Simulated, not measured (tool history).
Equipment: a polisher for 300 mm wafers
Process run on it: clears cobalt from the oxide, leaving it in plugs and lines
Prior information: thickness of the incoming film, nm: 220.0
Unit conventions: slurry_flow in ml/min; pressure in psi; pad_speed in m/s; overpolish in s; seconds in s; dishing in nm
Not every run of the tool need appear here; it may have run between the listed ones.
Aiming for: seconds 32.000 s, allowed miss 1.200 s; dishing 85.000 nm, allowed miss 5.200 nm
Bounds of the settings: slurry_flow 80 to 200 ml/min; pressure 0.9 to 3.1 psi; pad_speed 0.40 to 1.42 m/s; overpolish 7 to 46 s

run 1 hour=0.0 | slurry_flow=130 pressure=2.0 pad_speed=0.90 overpolish=24 | seconds=45.220 dishing=65.781
run 2 hour=3.6 | slurry_flow=130 pressure=2.0 pad_speed=0.90 overpolish=29 | seconds=44.824 dishing=72.745
run 3 hour=4.7 | slurry_flow=100 pressure=2.0 pad_speed=0.90 overpolish=29 | seconds=47.066 dishing=73.689
run 4 hour=9.6 | slurry_flow=105 pressure=2.1 pad_speed=0.90 overpolish=29 | seconds=44.668 dishing=73.636
run 5 hour=12.7 | slurry_flow=105 pressure=2.1 pad_speed=0.90 overpolish=39 | seconds=44.132 dishing=81.380
run 6 hour=20.7 | slurry_flow=110 pressure=2.2 pad_speed=0.90 overpolish=38 | seconds=42.717 dishing=81.700
run 7 hour=24.8 | slurry_flow=115 pressure=2.3 pad_speed=0.90 overpolish=37 | seconds=41.343 dishing=79.495
run 8 hour=31.1 | slurry_flow=115 pressure=2.4 pad_speed=0.90 overpolish=38 | seconds=40.157 dishing=80.578
run 9 hour=33.5 | slurry_flow=115 pressure=2.5 pad_speed=0.90 overpolish=39 | seconds=38.447 dishing=79.639
run 10 hour=37.0 | slurry_flow=115 pressure=2.5 pad_speed=0.90 overpolish=39 | seconds=38.962 dishing=84.433
run 11 hour=40.8 | slurry_flow=145 pressure=2.9 pad_speed=0.90 overpolish=34 | seconds=33.678 dishing=81.947

Exactly one of the 5 candidate moves below puts every result within its allowed miss. Which one?
run A hour=44.6 | slurry_flow=145 pressure=3.1 pad_speed=0.82 overpolish=18 | seconds=? dishing=?
run B hour=44.6 | slurry_flow=140 pressure=2.9 pad_speed=0.80 overpolish=20 | seconds=? dishing=?
run C hour=44.6 | slurry_flow=175 pressure=3.1 pad_speed=0.84 overpolish=40 | seconds=? dishing=?
run D hour=44.6 | slurry_flow=175 pressure=3.0 pad_speed=0.76 overpolish=36 | seconds=? dishing=?
run E hour=44.6 | slurry_flow=150 pressure=2.9 pad_speed=0.86 overpolish=28 | seconds=? dishing=?

move=A seconds=33.536 dishing=67.951
move=B seconds=36.147 dishing=68.868
move=C seconds=32.197 dishing=84.639
move=D seconds=35.257 dishing=82.420
move=E seconds=34.159 dishing=78.586
A: misses by more than the last run did
B: misses by more than the last run did
C: every result lands within tolerance
D: misses by more than the last run did
E: misses by more than the last run did
Answer: C
